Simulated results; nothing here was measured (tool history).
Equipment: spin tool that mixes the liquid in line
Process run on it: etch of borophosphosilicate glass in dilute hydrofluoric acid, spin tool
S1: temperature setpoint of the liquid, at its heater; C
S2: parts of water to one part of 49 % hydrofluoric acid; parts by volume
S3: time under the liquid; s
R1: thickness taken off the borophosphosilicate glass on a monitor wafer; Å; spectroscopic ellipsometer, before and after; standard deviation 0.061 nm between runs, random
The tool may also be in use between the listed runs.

{"run": 1, "day": 0.0, "S1": 23, "S2": 125, "S3": 45, "R1": 84.837}
{"run": 2, "day": 0.342, "S1": 22, "S2": 125, "S3": 45, "R1": 82.18}
{"run": 3, "day": 0.475, "S1": 22, "S2": 105, "S3": 45, "R1": 100.16}
{"run": 4, "day": 0.746, "S1": 21, "S2": 110, "S3": 45, "R1": 91.053}
{"run": 5, "day": 0.804, "S1": 20, "S2": 110, "S3": 45, "R1": 85.824}
{"run": 6, "day": 1.012, "S1": 20, "S2": 75, "S3": 45, "R1": 132.85}
{"run": 7, "day": 1.333, "S1": 19.5, "S2": 85, "S3": 45, "R1": 112.68}
{"run": 8, "day": 1.412, "S1": 19, "S2": 90, "S3": 45, "R1": 104.38}

Run 9 comes next. What will it give?
{"run": 9, "day": 1.462, "S1": 17, "S2": 135, "S3": 45, "R1": "?"}

R1: 61.154 Å
